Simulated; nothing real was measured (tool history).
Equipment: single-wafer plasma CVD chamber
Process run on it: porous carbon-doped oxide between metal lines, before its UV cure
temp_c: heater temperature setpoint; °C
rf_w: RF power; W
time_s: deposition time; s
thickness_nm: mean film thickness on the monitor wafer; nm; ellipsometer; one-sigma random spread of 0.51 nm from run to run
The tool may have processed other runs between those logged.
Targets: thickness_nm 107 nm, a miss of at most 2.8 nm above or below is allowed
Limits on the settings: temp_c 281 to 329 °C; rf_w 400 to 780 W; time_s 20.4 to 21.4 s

| run | hour | temp_c | rf_w | time_s | thickness_nm |
|---|---|---|---|---|---|
| 1 | 0 | 305 | 590 | 21.4 | 128.26 |
| 2 | 1 | 309 | 570 | 21.3 | 122.81 |
| 3 | 2.5 | 312 | 550 | 21.2 | 118.17 |
| 4 | 4.2 | 312 | 580 | 21.2 | 122.55 |
| 5 | 8.5 | 314 | 555 | 21.1 | 115.56 |
| 6 | 9.6 | 316 | 550 | 21.1 | 114.4 |
| 7 | 10.3 | 318 | 545 | 21.1 | 112.72 |
| 8 | 14.3 | 320 | 540 | 21.1 | 111.4 |
| 9 | 14.8 | 321 | 535 | 21.1 | 110.1 |

Exercise: of the 4 proposed moves below, exactly one satisfies all targets within the stated allowed misses. Which move is it?
| A | 15.3 | 321 | 550 | 20.4 | ? |
| B | 15.3 | 329 | 645 | 20.4 | ? |
| C | 15.3 | 325 | 585 | 21.4 | ? |
| D | 15.3 | 309 | 555 | 20.4 | ? |

| move | thickness_nm |
|---|---|
| A | 107.96 |
| B | 113.03 |
| C | 114.49 |
| D | 116.03 |
A: every result lands within tolerance
B: moves away from the targets compared with the last run
C: moves away from the targets compared with the last run
D: moves away from the targets compared with the last run
Move A is the one to make.
